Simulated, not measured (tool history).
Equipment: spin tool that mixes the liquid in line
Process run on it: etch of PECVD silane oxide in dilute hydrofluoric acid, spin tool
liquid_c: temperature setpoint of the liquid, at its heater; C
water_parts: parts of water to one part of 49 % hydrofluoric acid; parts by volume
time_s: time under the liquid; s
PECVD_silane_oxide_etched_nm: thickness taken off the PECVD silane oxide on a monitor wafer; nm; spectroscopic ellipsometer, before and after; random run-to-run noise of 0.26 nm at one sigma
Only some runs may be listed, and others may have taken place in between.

| run | hour | liquid_c | water_parts | time_s | PECVD_silane_oxide_etched_nm |
|---|---|---|---|---|---|
| 1 | 0.0 | 22.0 | 85 | 95 | 23.070 |
| 2 | 1.9 | 22.0 | 110 | 95 | 17.473 |
| 3 | 3.7 | 22.0 | 130 | 95 | 14.416 |
| 4 | 12.1 | 22.0 | 130 | 95 | 14.349 |
| 5 | 12.6 | 22.0 | 110 | 95 | 17.447 |
| 6 | 14.0 | 22.0 | 85 | 95 | 23.277 |
| 7 | 16.9 | 24.5 | 75 | 95 | 29.299 |

The next listed run, before its measurement:
| 8 | 25.9 | 28.5 | 50 | 95 | ? |

{"run 8": {"PECVD_silane_oxide_etched_nm": 53.389}}
